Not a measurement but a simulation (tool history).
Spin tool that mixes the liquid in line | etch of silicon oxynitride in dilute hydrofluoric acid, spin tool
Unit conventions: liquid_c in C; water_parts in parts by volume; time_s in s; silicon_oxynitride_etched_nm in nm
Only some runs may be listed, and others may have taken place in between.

run 1 hour=0.0 | liquid_c=23.0 water_parts=125 time_s=290 | silicon_oxynitride_etched_nm=5.1444
run 2 hour=7.5 | liquid_c=19.5 water_parts=125 time_s=290 | silicon_oxynitride_etched_nm=4.4092
run 3 hour=14.5 | liquid_c=19.5 water_parts=125 time_s=290 | silicon_oxynitride_etched_nm=4.2588
run 4 hour=19.6 | liquid_c=19.5 water_parts=110 time_s=290 | silicon_oxynitride_etched_nm=5.0674
run 5 hour=25.1 | liquid_c=19.5 water_parts=70 time_s=290 | silicon_oxynitride_etched_nm=8.1520
run 6 hour=33.0 | liquid_c=23.0 water_parts=70 time_s=290 | silicon_oxynitride_etched_nm=9.6007
run 7 hour=40.1 | liquid_c=22.0 water_parts=85 time_s=290 | silicon_oxynitride_etched_nm=7.5066
run 8 hour=41.5 | liquid_c=21.5 water_parts=95 time_s=290 | silicon_oxynitride_etched_nm=6.6091
run 9 hour=44.6 | liquid_c=21.5 water_parts=95 time_s=290 | silicon_oxynitride_etched_nm=6.5095
run 10 hour=49.5 | liquid_c=21.0 water_parts=105 time_s=290 | silicon_oxynitride_etched_nm=5.7688

For run 11, what comes out?
run 11 hour=51.0 | liquid_c=17.0 water_parts=155 time_s=290 | silicon_oxynitride_etched_nm=?

silicon_oxynitride_etched_nm: 3.0315 nm

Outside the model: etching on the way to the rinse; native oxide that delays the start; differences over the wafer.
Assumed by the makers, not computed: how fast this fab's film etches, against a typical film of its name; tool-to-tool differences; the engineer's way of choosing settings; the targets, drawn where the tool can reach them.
